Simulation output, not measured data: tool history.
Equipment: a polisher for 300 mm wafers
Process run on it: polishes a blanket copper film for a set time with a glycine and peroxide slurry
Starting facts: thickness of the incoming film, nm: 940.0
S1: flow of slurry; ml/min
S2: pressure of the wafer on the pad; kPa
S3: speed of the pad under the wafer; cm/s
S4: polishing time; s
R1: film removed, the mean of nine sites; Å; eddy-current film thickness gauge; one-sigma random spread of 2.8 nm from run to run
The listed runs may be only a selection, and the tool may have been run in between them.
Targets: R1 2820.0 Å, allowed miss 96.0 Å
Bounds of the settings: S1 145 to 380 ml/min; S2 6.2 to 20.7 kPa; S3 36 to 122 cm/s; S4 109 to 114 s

run,hour,S1,S2,S3,S4,R1
1,0.0,245,13.1,78,109,3972.3
2,3.7,245,11.7,78,109,3739.1
3,4.6,245,11.7,78,114,3920.4
4,7.3,245,8.3,78,114,3171.0
5,13.5,245,7.6,78,114,2971.7
6,17.5,245,7.6,98,114,3502.2
7,18.9,245,7.6,94,114,3382.4
8,22.9,245,7.6,92,114,3326.9
9,26.0,245,7.6,90,114,3277.1
10,33.3,245,7.6,88,114,3254.4
# hour 35.5: slurry nozzle cleaned
11,35.5,245,7.6,86,114,3233.5
12,41.6,245,7.6,84,114,3264.7

4 candidate next runs follow, results not yet known. Just one meets every target within its allowed miss. Identify it.
A,47.7,225,9.7,86,114,?
B,47.7,260,6.2,80,112,?
C,47.7,245,9.7,76,114,?
D,47.7,270,9.7,82,114,?

move,R1
A,3759.9
B,2794.8
C,3491.8
D,3701.1
A: misses by more than the last run did
B: every result lands within tolerance
C: misses by more than the last run did
D: misses by more than the last run did
The right move is B.
